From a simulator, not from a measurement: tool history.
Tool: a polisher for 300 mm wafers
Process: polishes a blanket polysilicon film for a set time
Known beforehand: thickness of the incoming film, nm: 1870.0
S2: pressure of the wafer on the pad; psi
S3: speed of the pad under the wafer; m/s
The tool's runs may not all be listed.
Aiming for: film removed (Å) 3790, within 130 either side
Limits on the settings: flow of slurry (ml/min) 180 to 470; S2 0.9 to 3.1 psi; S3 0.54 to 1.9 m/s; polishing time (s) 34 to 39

Run 1, hour 0: flow of slurry (ml/min) 300, S2 2 psi, S3 1.22 m/s, polishing time (s) 39. Result: film removed (Å) 2806.2.
Run 2, hour 1.6: flow of slurry (ml/min) 300, S2 2.2 psi, S3 1.22 m/s, polishing time (s) 39. Result: film removed (Å) 3061.7.
Run 3, hour 7.3: flow of slurry (ml/min) 335, S2 2.2 psi, S3 1.22 m/s, polishing time (s) 39. Result: film removed (Å) 3118.
Run 4, hour 8.4: flow of slurry (ml/min) 335, S2 2.2 psi, S3 1.02 m/s, polishing time (s) 39. Result: film removed (Å) 2614.4.
Run 5, hour 10.4: flow of slurry (ml/min) 395, S2 2.2 psi, S3 1.02 m/s, polishing time (s) 39. Result: film removed (Å) 2716.
Run 6, hour 12.4: flow of slurry (ml/min) 335, S2 2.2 psi, S3 1.02 m/s, polishing time (s) 39. Result: film removed (Å) 2679.6.
Run 7, hour 21.2: flow of slurry (ml/min) 335, S2 2.2 psi, S3 1.02 m/s, polishing time (s) 39. Result: film removed (Å) 2664.8.
Run 8, hour 25.8: flow of slurry (ml/min) 335, S2 2.4 psi, S3 1.02 m/s, polishing time (s) 39. Result: film removed (Å) 2849.1.
Run 9, hour 31.3: flow of slurry (ml/min) 340, S2 2.6 psi, S3 1.02 m/s, polishing time (s) 39. Result: film removed (Å) 3109.2.
Run 10, hour 36.8: flow of slurry (ml/min) 345, S2 2.7 psi, S3 1.02 m/s, polishing time (s) 39. Result: film removed (Å) 3213.5.
Run 11, hour 42.3: flow of slurry (ml/min) 350, S2 2.8 psi, S3 1.02 m/s, polishing time (s) 39. Result: film removed (Å) 3401.2.
Run 12, hour 47: flow of slurry (ml/min) 350, S2 2.8 psi, S3 1.02 m/s, polishing time (s) 39. Result: film removed (Å) 3356.8.
Run 13, hour 50: flow of slurry (ml/min) 350, S2 2.9 psi, S3 1.02 m/s, polishing time (s) 39. Result: film removed (Å) 3532.1.
Run 14, hour 54.7: flow of slurry (ml/min) 355, S2 2.9 psi, S3 1.02 m/s, polishing time (s) 39. Result: film removed (Å) 3486.

Which one of the following 4 next-run settings gets every result inside its allowed miss? There is exactly one.
Run A, hour 59.4: flow of slurry (ml/min) 370, S2 3.1 psi, S3 1.16 m/s, polishing time (s) 38. Result: film removed (Å) ?.
Run B, hour 59.4: flow of slurry (ml/min) 360, S2 2.7 psi, S3 0.98 m/s, polishing time (s) 38. Result: film removed (Å) ?.
Run C, hour 59.4: flow of slurry (ml/min) 370, S2 3.1 psi, S3 1.02 m/s, polishing time (s) 39. Result: film removed (Å) ?.
Run D, hour 59.4: flow of slurry (ml/min) 350, S2 3 psi, S3 1.2 m/s, polishing time (s) 39. Result: film removed (Å) ?.

move  film removed (Å)
   A            4041.5
   B            3057.4
   C            3721.8
   D            4116.1
A: takes the biggest miss from the last run beyond its target
B: its largest miss is bigger than the last run's
C: all results land within tolerance of their targets
D: takes the biggest miss from the last run beyond its target
C is the move that brings every result within its allowed miss.
